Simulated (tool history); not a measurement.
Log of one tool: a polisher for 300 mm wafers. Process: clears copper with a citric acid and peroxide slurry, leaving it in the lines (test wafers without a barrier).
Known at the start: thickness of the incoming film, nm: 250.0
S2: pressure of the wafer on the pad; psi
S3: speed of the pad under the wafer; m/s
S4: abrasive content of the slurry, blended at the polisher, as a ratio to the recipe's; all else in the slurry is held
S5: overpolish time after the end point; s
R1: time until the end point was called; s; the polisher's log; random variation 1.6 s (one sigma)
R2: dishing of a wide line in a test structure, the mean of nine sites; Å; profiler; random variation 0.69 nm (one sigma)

Run 1, hour 0: flow of slurry (ml/min) 125, S2 2.5 psi, S3 1.08 m/s, S4 1, S5 16 s. Result: R1 101.75 s, R2 262 Å.
Run 2, hour 3.3: flow of slurry (ml/min) 125, S2 2.5 psi, S3 0.84 m/s, S4 1, S5 16 s. Result: R1 128.96 s, R2 218.28 Å.
Run 3, hour 6.5: flow of slurry (ml/min) 125, S2 2.7 psi, S3 0.84 m/s, S4 1, S5 18 s. Result: R1 123.28 s, R2 251.35 Å.
Run 4, hour 9.2: flow of slurry (ml/min) 125, S2 2.7 psi, S3 1.02 m/s, S4 1, S5 18 s. Result: R1 104.16 s, R2 301.79 Å.
Run 5, hour 16.1: flow of slurry (ml/min) 125, S2 2.8 psi, S3 1.02 m/s, S4 1, S5 19 s. Result: R1 101.99 s, R2 325.06 Å.
Run 6, hour 21: flow of slurry (ml/min) 125, S2 2.8 psi, S3 0.8 m/s, S4 1, S5 19 s. Result: R1 124.97 s, R2 266.08 Å.
Run 7, hour 21.8: flow of slurry (ml/min) 125, S2 3 psi, S3 0.8 m/s, S4 1, S5 20 s. Result: R1 119.42 s, R2 286.64 Å.

Forecast run 8:
Run 8, hour 29.7: flow of slurry (ml/min) 125, S2 3.1 psi, S3 0.82 m/s, S4 1, S5 21 s. Result: R1 ?, R2 ?.

{"run 8": {"R1": 115.28, "R2": 315.19}}
